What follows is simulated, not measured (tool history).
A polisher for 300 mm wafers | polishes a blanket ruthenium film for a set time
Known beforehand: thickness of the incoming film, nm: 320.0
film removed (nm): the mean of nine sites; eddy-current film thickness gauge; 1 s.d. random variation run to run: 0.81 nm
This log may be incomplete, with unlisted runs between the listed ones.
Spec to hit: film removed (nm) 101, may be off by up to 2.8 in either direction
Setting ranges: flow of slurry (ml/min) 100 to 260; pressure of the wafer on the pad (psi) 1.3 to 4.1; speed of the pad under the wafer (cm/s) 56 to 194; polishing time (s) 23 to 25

run	day	flow of slurry (ml/min)	pressure of the wafer on the pad (psi)	speed of the pad under the wafer (cm/s)	polishing time (s)	film removed (nm)
1	0	165	2.7	124	25	55.75
2	0.062	125	2.7	124	25	54.418
3	0.146	125	2.7	104	25	45.562
4	0.504	125	3	104	25	49.887
5	0.767	125	3	132	25	63.339
6	1.071	130	3.2	134	25	69.337
7	1.396	135	3.4	136	25	74.265
8	1.642	140	3.5	138	25	77.535
9	1.812	140	3.6	140	25	80.775

Pick the move, out of 4, that brings all results within their allowed miss; only one does.
A	1.983	130	3.6	118	23	?
B	1.983	180	4	150	23	?
C	1.983	150	3.2	194	25	?
D	1.983	160	3.7	158	25	?

move	film removed (nm)
A	62.599
B	91.439
C	99.548
D	95.17
A: further off than the last run
B: moves toward the targets from the last run without getting all of them in spec
C: meets every target
D: moves toward the targets from the last run without getting all of them in spec
Go with C: it meets all targets.
